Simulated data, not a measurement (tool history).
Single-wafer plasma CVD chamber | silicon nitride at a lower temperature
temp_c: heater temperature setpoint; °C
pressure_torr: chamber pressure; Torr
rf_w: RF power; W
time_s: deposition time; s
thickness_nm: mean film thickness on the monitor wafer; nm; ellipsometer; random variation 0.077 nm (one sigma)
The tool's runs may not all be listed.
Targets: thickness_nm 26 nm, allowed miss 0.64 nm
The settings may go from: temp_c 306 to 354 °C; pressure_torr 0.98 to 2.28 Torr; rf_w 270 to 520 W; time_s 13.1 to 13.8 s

run  hour  temp_c  pressure_torr  rf_w  time_s  thickness_nm
  1     0     330           1.63   395    13.8        21.173
  2   3.9     330           1.73   395    13.8        21.515
  3  11.7     330           1.84   415    13.8        22.799
  4  15.1     326           1.84   415    13.8        22.595
  5  23.6     326           1.94   430    13.8        23.789
  6  25.7     326           2.17   430    13.8        24.339
  7    34     326           2.19   440    13.8        24.904
  8  38.4     326           2.21   445    13.8        25.078

Which of these 5 next moves meets every target?
  A  42.8     330           2.07   460    13.4             ?
  B  42.8     334           2.24   455    13.1             ?
  C  42.8     334           2.28   495    13.1             ?
  D  42.8     329           1.93   470    13.1             ?
  E  42.8     324           2.19   450    13.2             ?

move  thickness_nm
   A        24.548
   B         24.26
   C         25.82
   D        23.924
   E        24.175
A: further off than the last run
B: further off than the last run
C: meets every target
D: further off than the last run
E: further off than the last run
Answer: C

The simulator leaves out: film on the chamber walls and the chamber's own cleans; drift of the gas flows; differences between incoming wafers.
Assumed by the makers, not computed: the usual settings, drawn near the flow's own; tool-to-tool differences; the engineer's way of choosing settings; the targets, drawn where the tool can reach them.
